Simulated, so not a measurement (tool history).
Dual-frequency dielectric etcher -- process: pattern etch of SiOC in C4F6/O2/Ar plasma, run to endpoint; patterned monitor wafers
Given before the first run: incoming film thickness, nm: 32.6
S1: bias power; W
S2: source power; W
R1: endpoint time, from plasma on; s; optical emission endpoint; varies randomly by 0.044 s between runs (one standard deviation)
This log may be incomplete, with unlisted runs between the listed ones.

run  hour   S1   S2      R1
  1   0.0  649  290  12.253
  2   7.5  675  290  12.209
  3  15.3  752  290  11.793
  4  23.4  768  290  11.734
  5  26.3  676  290  12.166
  6  35.2  613  290  12.610
  7  39.0  655  290  12.305
  8  45.4  690  290  12.145
  9  45.9  719  290  11.942

Expected results for the next run?
 10  52.5  740  290   ?

{"run 10": {"R1": 11.851}}

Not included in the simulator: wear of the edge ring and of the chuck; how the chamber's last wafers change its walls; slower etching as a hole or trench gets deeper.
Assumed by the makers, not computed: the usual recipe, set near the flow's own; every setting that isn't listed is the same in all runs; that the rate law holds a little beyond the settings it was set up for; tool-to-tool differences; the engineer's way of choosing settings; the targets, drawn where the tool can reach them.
